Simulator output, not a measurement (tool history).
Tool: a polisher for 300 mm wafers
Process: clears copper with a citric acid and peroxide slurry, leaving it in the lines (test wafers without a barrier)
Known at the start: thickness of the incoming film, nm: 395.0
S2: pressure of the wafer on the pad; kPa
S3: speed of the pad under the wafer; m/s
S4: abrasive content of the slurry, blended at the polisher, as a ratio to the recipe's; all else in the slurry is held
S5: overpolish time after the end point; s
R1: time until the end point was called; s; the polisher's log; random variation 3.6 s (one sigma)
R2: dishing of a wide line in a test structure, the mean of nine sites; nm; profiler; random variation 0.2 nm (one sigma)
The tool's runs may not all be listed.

{"run": 1, "hour": 0.0, "flow of slurry (ml/min)": 130, "S2": 20.7, "S3": 1.36, "S4": 1.0, "S5": 21, "R1": 167.25, "R2": 32.524}
{"run": 2, "hour": 1.5, "flow of slurry (ml/min)": 140, "S2": 19.3, "S3": 1.36, "S4": 1.0, "S5": 18, "R1": 180.87, "R2": 28.292}
{"run": 3, "hour": 6.1, "flow of slurry (ml/min)": 110, "S2": 19.3, "S3": 1.36, "S4": 1.0, "S5": 18, "R1": 188.38, "R2": 27.254}
{"run": 4, "hour": 8.7, "flow of slurry (ml/min)": 120, "S2": 18.6, "S3": 1.34, "S4": 1.0, "S5": 15, "R1": 191.64, "R2": 22.537}
{"run": 5, "hour": 12.5, "flow of slurry (ml/min)": 110, "S2": 18.6, "S3": 1.34, "S4": 1.0, "S5": 15, "R1": 199.09, "R2": 22.185}
{"run": 6, "hour": 21.2, "flow of slurry (ml/min)": 115, "S2": 17.9, "S3": 1.34, "S4": 1.0, "S5": 14, "R1": 203.79, "R2": 20.715}
{"run": 7, "hour": 27.2, "flow of slurry (ml/min)": 120, "S2": 17.9, "S3": 1.34, "S4": 1.0, "S5": 13, "R1": 196.38, "R2": 19.535}
{"run": 8, "hour": 34.0, "flow of slurry (ml/min)": 120, "S2": 15.9, "S3": 1.34, "S4": 1.0, "S5": 11, "R1": 220.84, "R2": 15.429}

Run 9 comes next. What will it give?
{"run": 9, "hour": 42.0, "flow of slurry (ml/min)": 120, "S2": 16.5, "S3": 1.34, "S4": 1.0, "S5": 11, "R1": "?", "R2": "?"}

R1: 206.22 s
R2: 16.009 nm
